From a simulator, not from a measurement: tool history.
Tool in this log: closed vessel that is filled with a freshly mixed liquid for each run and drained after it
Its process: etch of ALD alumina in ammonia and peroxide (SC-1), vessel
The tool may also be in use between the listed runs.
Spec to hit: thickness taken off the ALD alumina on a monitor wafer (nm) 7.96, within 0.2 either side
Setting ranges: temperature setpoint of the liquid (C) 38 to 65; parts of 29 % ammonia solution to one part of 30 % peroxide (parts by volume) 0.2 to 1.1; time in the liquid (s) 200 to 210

run  hour  temperature setpoint of the liquid (C)  parts of 29 % ammonia solution to one part of 30 % peroxide (parts by volume)  time in the liquid (s)  thickness taken off the ALD alumina on a monitor wafer (nm)
  1     0                                      49                                                                            0.6                     200                                                       12.832
  2     8                                    46.5                                                                            0.6                     200                                                       11.128
  3  16.4                                      45                                                                            0.6                     200                                                       10.196
  4  17.1                                      51                                                                            0.6                     200                                                       14.264
  5  25.6                                      48                                                                            0.6                     200                                                       12.064
  6  29.5                                      54                                                                            0.6                     200                                                       16.659
  7  33.8                                      46                                                                           0.55                     200                                                       10.711
  8  34.6                                    44.5                                                                           0.55                     200                                                       9.7295
  9    40                                    43.5                                                                           0.55                     200                                                        9.222
 10  46.7                                    42.5                                                                           0.55                     200                                                       8.7059
 11  52.6                                      42                                                                           0.55                     200                                                       8.5038
 12  55.9                                    41.5                                                                           0.55                     200                                                       8.2503

5 candidate next runs follow, results not yet known. Just one meets every target within its allowed miss. Identify it.
  A  59.2                                    42.5                                                                           0.45                     200                                                            ?
  B  59.2                                      41                                                                            0.5                     210                                                            ?
  C  59.2                                    41.5                                                                           0.75                     200                                                            ?
  D  59.2                                    41.5                                                                            0.5                     205                                                            ?
  E  59.2                                    40.5                                                                            0.6                     205                                                            ?

move  thickness taken off the ALD alumina on a monitor wafer (nm)
   A                                                       8.6272
   B                                                       8.3841
   C                                                       8.5458
   D                                                       8.4274
   E                                                       8.0872
A: lands further from the targets than the last run did
B: lands further from the targets than the last run did
C: lands further from the targets than the last run did
D: lands further from the targets than the last run did
E: all results land within tolerance of their targets
Correct choice: E, which meets every target
